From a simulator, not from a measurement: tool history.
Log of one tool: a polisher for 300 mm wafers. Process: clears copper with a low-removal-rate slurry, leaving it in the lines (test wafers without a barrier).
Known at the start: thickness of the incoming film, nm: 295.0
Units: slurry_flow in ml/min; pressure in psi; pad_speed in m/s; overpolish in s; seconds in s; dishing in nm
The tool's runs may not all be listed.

| run | hour | slurry_flow | pressure | pad_speed | slurry_solids | overpolish | seconds | dishing |
|---|---|---|---|---|---|---|---|---|
| 1 | 0.0 | 200 | 2.6 | 1.18 | 1.0 | 10 | 86.977 | 26.055 |
| 2 | 3.6 | 200 | 2.6 | 1.32 | 1.0 | 10 | 75.906 | 28.972 |
| 3 | 6.4 | 200 | 2.6 | 1.32 | 1.2 | 10 | 74.509 | 29.752 |
| 4 | 8.6 | 200 | 2.6 | 1.32 | 1.1 | 10 | 75.380 | 29.703 |
| 5 | 13.2 | 200 | 2.8 | 1.34 | 1.1 | 9 | 68.346 | 29.030 |
| 6 | 16.6 | 200 | 3.0 | 1.36 | 1.1 | 9 | 62.631 | 30.965 |
| 7 | 21.4 | 205 | 3.1 | 1.38 | 1.1 | 9 | 60.310 | 32.945 |
| 8 | 22.4 | 205 | 3.2 | 1.40 | 1.1 | 9 | 57.441 | 34.032 |
| 9 | 25.2 | 205 | 3.2 | 1.40 | 1.1 | 9 | 58.146 | 33.731 |
| 10 | 28.7 | 205 | 3.3 | 1.44 | 1.1 | 9 | 54.967 | 36.220 |
| 11 | 37.0 | 210 | 3.4 | 1.46 | 1.1 | 9 | 51.615 | 37.081 |
| 12 | 37.5 | 210 | 3.5 | 1.48 | 1.1 | 9 | 50.421 | 39.655 |
| 13 | 42.7 | 210 | 3.6 | 1.50 | 1.1 | 9 | 47.584 | 40.814 |
| 14 | 49.4 | 210 | 3.7 | 1.52 | 1.1 | 9 | 45.183 | 42.135 |
| 15 | 55.1 | 210 | 3.7 | 1.54 | 1.1 | 9 | 45.020 | 42.393 |

The next listed run, before its measurement:
| 16 | 57.5 | 210 | 3.7 | 1.56 | 1.1 | 9 | ? | ? |

Run 16 gave seconds 43.842 s, dishing 42.571 nm.
